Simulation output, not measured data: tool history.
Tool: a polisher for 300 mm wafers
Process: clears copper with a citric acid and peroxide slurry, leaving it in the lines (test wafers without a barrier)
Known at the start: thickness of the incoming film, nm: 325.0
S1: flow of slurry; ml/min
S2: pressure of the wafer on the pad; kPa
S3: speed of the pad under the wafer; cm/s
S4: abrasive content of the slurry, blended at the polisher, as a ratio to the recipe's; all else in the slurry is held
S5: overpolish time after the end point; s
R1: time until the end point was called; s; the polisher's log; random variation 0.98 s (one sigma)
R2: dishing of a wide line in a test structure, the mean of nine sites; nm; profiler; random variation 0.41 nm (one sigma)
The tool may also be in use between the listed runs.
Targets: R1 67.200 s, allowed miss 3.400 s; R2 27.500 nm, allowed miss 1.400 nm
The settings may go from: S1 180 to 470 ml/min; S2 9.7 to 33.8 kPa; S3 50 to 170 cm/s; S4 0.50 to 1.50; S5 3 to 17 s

| run | hour | S1 | S2 | S3 | S4 | S5 | R1 | R2 |
|---|---|---|---|---|---|---|---|---|
| 1 | 0.0 | 300 | 21.4 | 110 | 1.00 | 9 | 111.170 | 21.912 |
| 2 | 3.2 | 300 | 21.4 | 128 | 1.00 | 9 | 98.165 | 24.633 |
| 3 | 9.8 | 300 | 21.4 | 150 | 1.00 | 9 | 84.966 | 27.209 |
| 4 | 11.0 | 300 | 21.4 | 150 | 1.00 | 7 | 82.176 | 22.394 |
| 5 | 14.6 | 300 | 22.8 | 150 | 1.00 | 7 | 78.901 | 23.428 |
| 6 | 21.0 | 300 | 22.8 | 150 | 1.15 | 7 | 76.073 | 24.015 |
| 7 | 22.0 | 300 | 23.4 | 150 | 1.15 | 7 | 74.586 | 24.317 |
| 8 | 28.6 | 300 | 23.4 | 150 | 1.15 | 7 | 73.765 | 25.168 |

Which of these 4 next moves meets every target?
| A | 35.2 | 295 | 22.1 | 128 | 1.25 | 7 | ? | ? |
| B | 35.2 | 355 | 29.0 | 142 | 1.00 | 7 | ? | ? |
| C | 35.2 | 330 | 31.7 | 128 | 1.00 | 6 | ? | ? |
| D | 35.2 | 395 | 23.4 | 156 | 1.40 | 6 | ? | ? |

| move | R1 | R2 |
|---|---|---|
| A | 91.079 | 20.798 |
| B | 67.737 | 27.625 |
| C | 69.102 | 23.494 |
| D | 68.392 | 23.587 |
A: further off than the last run
B: meets every target
C: brings the result that was furthest off to its target, and leaves another outside
D: brings the result that was furthest off to its target, and leaves another outside
Answer: B
